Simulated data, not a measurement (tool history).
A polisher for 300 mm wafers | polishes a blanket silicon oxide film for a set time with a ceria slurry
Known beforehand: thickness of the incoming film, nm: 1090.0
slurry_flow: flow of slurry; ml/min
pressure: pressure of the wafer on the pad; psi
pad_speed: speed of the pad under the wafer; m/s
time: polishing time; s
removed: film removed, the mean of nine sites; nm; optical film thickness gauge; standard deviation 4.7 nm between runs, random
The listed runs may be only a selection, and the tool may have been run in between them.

Run 1, hour 0.0: slurry_flow 205 ml/min, pressure 3.8 psi, pad_speed 1.00 m/s, time 90 s. Result: removed 481.13 nm.
Run 2, hour 7.0: slurry_flow 205 ml/min, pressure 3.5 psi, pad_speed 1.00 m/s, time 90 s. Result: removed 452.36 nm.
Run 3, hour 10.8: slurry_flow 205 ml/min, pressure 3.5 psi, pad_speed 1.10 m/s, time 90 s. Result: removed 494.03 nm.
Run 4, hour 11.5: slurry_flow 205 ml/min, pressure 3.2 psi, pad_speed 1.10 m/s, time 90 s. Result: removed 471.06 nm.
Run 5, hour 17.4: slurry_flow 205 ml/min, pressure 2.9 psi, pad_speed 1.10 m/s, time 90 s. Result: removed 447.09 nm.
Run 6, hour 20.6: slurry_flow 205 ml/min, pressure 2.9 psi, pad_speed 0.94 m/s, time 90 s. Result: removed 385.52 nm.
Run 7, hour 24.5: slurry_flow 205 ml/min, pressure 2.8 psi, pad_speed 0.94 m/s, time 90 s. Result: removed 376.58 nm.

The next listed run, before its measurement:
At hour 28.7: slurry nozzle cleaned.
Run 8, hour 28.7: slurry_flow 205 ml/min, pressure 2.7 psi, pad_speed 0.94 m/s, time 90 s. Result: removed ?.

{"run 8": {"removed": 375.64}}
